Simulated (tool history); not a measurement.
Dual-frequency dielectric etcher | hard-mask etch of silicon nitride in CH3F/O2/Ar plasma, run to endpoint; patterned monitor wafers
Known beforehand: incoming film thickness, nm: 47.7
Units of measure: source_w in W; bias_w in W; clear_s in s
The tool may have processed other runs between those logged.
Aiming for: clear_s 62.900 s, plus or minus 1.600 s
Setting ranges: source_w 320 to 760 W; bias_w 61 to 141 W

Run 1, hour 0.0: source_w 540 W, bias_w 101 W. Result: clear_s 55.435 s.
Run 2, hour 5.0: source_w 620 W, bias_w 101 W. Result: clear_s 52.425 s.
Run 3, hour 11.4: source_w 580 W, bias_w 99 W. Result: clear_s 54.050 s.
Run 4, hour 18.6: source_w 580 W, bias_w 106 W. Result: clear_s 52.969 s.
Run 5, hour 25.1: source_w 540 W, bias_w 104 W. Result: clear_s 54.895 s.
Run 6, hour 31.1: source_w 540 W, bias_w 96 W. Result: clear_s 57.045 s.
Run 7, hour 39.0: source_w 520 W, bias_w 95 W. Result: clear_s 57.696 s.
Run 8, hour 46.7: source_w 500 W, bias_w 94 W. Result: clear_s 59.212 s.
Run 9, hour 50.1: source_w 490 W, bias_w 93 W. Result: clear_s 60.398 s.
Run 10, hour 53.2: source_w 440 W, bias_w 91 W. Result: clear_s 65.633 s.

Below are 5 possible settings for the next run. Only one of them brings all results inside the allowed miss of their targets. Which is it?
Run A, hour 56.3: source_w 510 W, bias_w 93 W. Result: clear_s ?.
Run B, hour 56.3: source_w 530 W, bias_w 86 W. Result: clear_s ?.
Run C, hour 56.3: source_w 480 W, bias_w 69 W. Result: clear_s ?.
Run D, hour 56.3: source_w 450 W, bias_w 98 W. Result: clear_s ?.
Run E, hour 56.3: source_w 370 W, bias_w 105 W. Result: clear_s ?.

move  clear_s
   A   58.925
   B   59.248
   C   67.389
   D   62.145
   E   68.501
A: takes the result that was furthest off past its target
B: takes the result that was furthest off past its target
C: lands further from the targets than the last run did
D: all results land within tolerance of their targets
E: lands further from the targets than the last run did
Move D is the one to make.

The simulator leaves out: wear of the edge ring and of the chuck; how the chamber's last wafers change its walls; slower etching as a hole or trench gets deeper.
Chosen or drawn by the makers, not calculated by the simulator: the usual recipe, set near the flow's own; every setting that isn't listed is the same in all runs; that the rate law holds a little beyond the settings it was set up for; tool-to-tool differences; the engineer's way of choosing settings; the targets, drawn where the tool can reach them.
